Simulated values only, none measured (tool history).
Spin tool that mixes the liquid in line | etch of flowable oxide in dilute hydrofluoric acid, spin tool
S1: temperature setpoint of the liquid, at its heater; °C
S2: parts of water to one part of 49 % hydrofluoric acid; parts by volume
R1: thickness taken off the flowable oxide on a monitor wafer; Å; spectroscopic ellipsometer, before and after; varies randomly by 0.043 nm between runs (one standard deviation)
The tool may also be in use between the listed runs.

Run 1, hour 0.0: S1 23.0 °C, S2 90 parts by volume, time under the liquid (s) 15. Result: R1 45.534 Å.
Run 2, hour 7.8: S1 23.0 °C, S2 110 parts by volume, time under the liquid (s) 15. Result: R1 36.356 Å.
Run 3, hour 13.6: S1 24.5 °C, S2 100 parts by volume, time under the liquid (s) 15. Result: R1 43.429 Å.
Run 4, hour 21.5: S1 26.0 °C, S2 100 parts by volume, time under the liquid (s) 15. Result: R1 45.705 Å.
Run 5, hour 22.1: S1 24.5 °C, S2 100 parts by volume, time under the liquid (s) 15. Result: R1 43.212 Å.
Run 6, hour 23.5: S1 24.5 °C, S2 100 parts by volume, time under the liquid (s) 15. Result: R1 43.148 Å.
Run 7, hour 29.6: S1 26.0 °C, S2 90 parts by volume, time under the liquid (s) 15. Result: R1 52.204 Å.
Run 8, hour 32.1: S1 27.0 °C, S2 85 parts by volume, time under the liquid (s) 15. Result: R1 57.006 Å.
Run 9, hour 33.3: S1 28.0 °C, S2 80 parts by volume, time under the liquid (s) 15. Result: R1 64.274 Å.
Run 10, hour 38.6: S1 28.5 °C, S2 75 parts by volume, time under the liquid (s) 15. Result: R1 69.256 Å.
Run 11, hour 39.2: S1 31.0 °C, S2 60 parts by volume, time under the liquid (s) 15. Result: R1 98.495 Å.
Run 12, hour 43.5: S1 31.0 °C, S2 60 parts by volume, time under the liquid (s) 15. Result: R1 98.048 Å.
Run 13, hour 50.3: S1 30.5 °C, S2 60 parts by volume, time under the liquid (s) 15. Result: R1 96.792 Å.

What will run 14 give?
Run 14, hour 57.0: S1 30.0 °C, S2 60 parts by volume, time under the liquid (s) 15. Result: R1 ?.

{"run 14": {"R1": 94.671}}
